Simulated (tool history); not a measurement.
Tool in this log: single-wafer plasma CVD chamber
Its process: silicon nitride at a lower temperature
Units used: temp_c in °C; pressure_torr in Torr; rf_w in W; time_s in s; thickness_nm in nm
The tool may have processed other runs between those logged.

run,day,temp_c,pressure_torr,rf_w,time_s,thickness_nm
1,0,355,1.91,380,26.2,35.78
2,0.2,355,1.91,380,25,34.293
3,0.288,355,1.91,380,25,34.097
4,0.404,355,1.91,355,25,32.792
5,0.567,355,2.02,365,25,33.832
6,0.829,355,1.73,365,25,32.075
7,0.883,355,1.88,365,25,32.883
8,1.221,355,2.01,370,25,34.244
9,1.254,355,2.39,380,25,36.52
10,1.567,355,2.43,385,25,37.315
11,1.629,355,2.47,385,25,37.376
12,1.783,355,2.5,385,25,37.692

Run 13 comes next. What will it give?
13,2.146,355,2.53,385,25,?

{"run 13": {"thickness_nm": 37.529}}
